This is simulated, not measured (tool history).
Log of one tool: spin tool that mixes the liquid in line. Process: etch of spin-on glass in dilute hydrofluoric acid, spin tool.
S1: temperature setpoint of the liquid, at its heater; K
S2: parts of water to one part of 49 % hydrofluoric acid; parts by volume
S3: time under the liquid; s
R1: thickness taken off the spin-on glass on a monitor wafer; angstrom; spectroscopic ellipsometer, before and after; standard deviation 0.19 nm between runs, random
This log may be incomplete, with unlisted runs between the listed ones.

run	hour	S1	S2	S3	R1
1	0	294.15	80	25	104.99
2	8.6	295.65	75	25	120.63
3	11.7	297.15	70	25	138.54
4	16.1	298.15	70	25	145.82
5	17.5	299.15	70	25	151.18
6	18.1	299.65	70	25	151.07

For run 7, what comes out?
7	21.2	300.15	65	25	?

{"run 7": {"R1": 168.93}}
